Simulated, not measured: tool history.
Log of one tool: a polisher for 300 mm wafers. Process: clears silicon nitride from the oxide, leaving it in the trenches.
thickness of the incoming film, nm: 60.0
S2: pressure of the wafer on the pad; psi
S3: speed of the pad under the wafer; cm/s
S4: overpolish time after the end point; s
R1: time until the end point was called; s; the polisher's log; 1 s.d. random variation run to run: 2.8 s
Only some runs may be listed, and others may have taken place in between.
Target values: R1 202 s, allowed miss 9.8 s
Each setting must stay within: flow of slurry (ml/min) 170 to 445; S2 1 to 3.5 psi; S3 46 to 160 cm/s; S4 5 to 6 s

Run 1, hour 0: flow of slurry (ml/min) 285, S2 2.2 psi, S3 102 cm/s, S4 6 s. Result: R1 75.31 s.
Run 2, hour 2.6: flow of slurry (ml/min) 285, S2 1.7 psi, S3 102 cm/s, S4 6 s. Result: R1 96.88 s.
Run 3, hour 7.8: flow of slurry (ml/min) 280, S2 1.5 psi, S3 92 cm/s, S4 6 s. Result: R1 117.95 s.
Run 4, hour 15.4: flow of slurry (ml/min) 280, S2 1.5 psi, S3 92 cm/s, S4 5 s. Result: R1 121.93 s.
Run 5, hour 20: flow of slurry (ml/min) 280, S2 1.8 psi, S3 92 cm/s, S4 5 s. Result: R1 101.31 s.
Run 6, hour 22.2: flow of slurry (ml/min) 280, S2 2.2 psi, S3 92 cm/s, S4 5 s. Result: R1 82.745 s.
Run 7, hour 24.8: flow of slurry (ml/min) 280, S2 1.9 psi, S3 84 cm/s, S4 5 s. Result: R1 103.33 s.
Run 8, hour 31.8: flow of slurry (ml/min) 280, S2 1.7 psi, S3 78 cm/s, S4 5 s. Result: R1 125.42 s.
Run 9, hour 36.2: flow of slurry (ml/min) 280, S2 1.5 psi, S3 76 cm/s, S4 5 s. Result: R1 142.7 s.
Run 10, hour 40.7: flow of slurry (ml/min) 275, S2 1 psi, S3 64 cm/s, S4 5 s. Result: R1 249.07 s.
Run 11, hour 41.3: flow of slurry (ml/min) 275, S2 1 psi, S3 64 cm/s, S4 5 s. Result: R1 251.78 s.
Run 12, hour 45.9: flow of slurry (ml/min) 275, S2 1.1 psi, S3 64 cm/s, S4 5 s. Result: R1 223.25 s.

Next run, 4 choices. One meets every target within its allowed miss, the rest don't. Which?
Run A, hour 50.5: flow of slurry (ml/min) 240, S2 1 psi, S3 70 cm/s, S4 6 s. Result: R1 ?.
Run B, hour 50.5: flow of slurry (ml/min) 275, S2 1 psi, S3 78 cm/s, S4 6 s. Result: R1 ?.
Run C, hour 50.5: flow of slurry (ml/min) 310, S2 1 psi, S3 66 cm/s, S4 6 s. Result: R1 ?.
Run D, hour 50.5: flow of slurry (ml/min) 275, S2 1.5 psi, S3 46 cm/s, S4 5 s. Result: R1 ?.

move      R1
   A  230.87
   B  205.49
   C  238.74
   D  231.09
A: misses by more than the last run did
B: every result lands within tolerance
C: misses by more than the last run did
D: misses by more than the last run did
B is the move that brings every result within its allowed miss.
